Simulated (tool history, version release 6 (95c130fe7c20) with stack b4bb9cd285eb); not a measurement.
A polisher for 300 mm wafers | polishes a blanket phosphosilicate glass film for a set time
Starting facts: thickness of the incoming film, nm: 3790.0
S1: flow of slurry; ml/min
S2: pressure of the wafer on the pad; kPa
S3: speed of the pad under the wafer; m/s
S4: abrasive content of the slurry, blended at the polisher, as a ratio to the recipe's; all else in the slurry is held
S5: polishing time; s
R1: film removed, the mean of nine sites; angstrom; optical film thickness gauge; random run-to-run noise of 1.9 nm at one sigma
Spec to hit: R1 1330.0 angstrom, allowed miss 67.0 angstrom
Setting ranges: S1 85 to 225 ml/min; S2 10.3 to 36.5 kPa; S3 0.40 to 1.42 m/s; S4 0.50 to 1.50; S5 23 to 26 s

run    day   S1    S2    S3    S4  S5      R1
  1  0.000  145  23.4  0.90  1.00  26  1879.7
  2  0.350  145  29.0  0.90  1.00  26  2343.8
  3  0.704  145  27.6  0.90  1.00  26  2216.9
  4  0.867  145  27.6  0.90  0.80  26  1923.4
  5  0.938  115  27.6  0.90  0.80  26  1881.2
  6  1.312  115  26.9  0.90  0.80  26  1783.5
  7  1.625  115  26.2  0.90  0.80  26  1734.4
  8  1.658  115  25.5  0.90  0.80  26  1672.3
  9  1.754  115  24.8  0.90  0.80  26  1675.5
 10  1.875  115  18.6  0.86  0.80  26  1257.6

Exercise: of the 5 proposed moves below, exactly one satisfies all targets within the stated allowed misses. Which move is it?
  A  1.996  100  18.6  1.02  0.90  26   ?
  B  1.996  130  19.3  0.94  1.00  26   ?
  C  1.996  145  18.6  0.78  1.00  25   ?
  D  1.996  120  20.7  0.88  0.85  26   ?
  E  1.996  185  18.6  0.84  1.05  26   ?

move      R1
   A  1443.2
   B  1574.5
   C  1319.3
   D  1447.4
   E  1527.2
A: carries the result that was furthest off beyond its target, to the other side
B: carries the result that was furthest off beyond its target, to the other side
C: meets every target
D: carries the result that was furthest off beyond its target, to the other side
E: carries the result that was furthest off beyond its target, to the other side
Correct choice: C, which meets every target
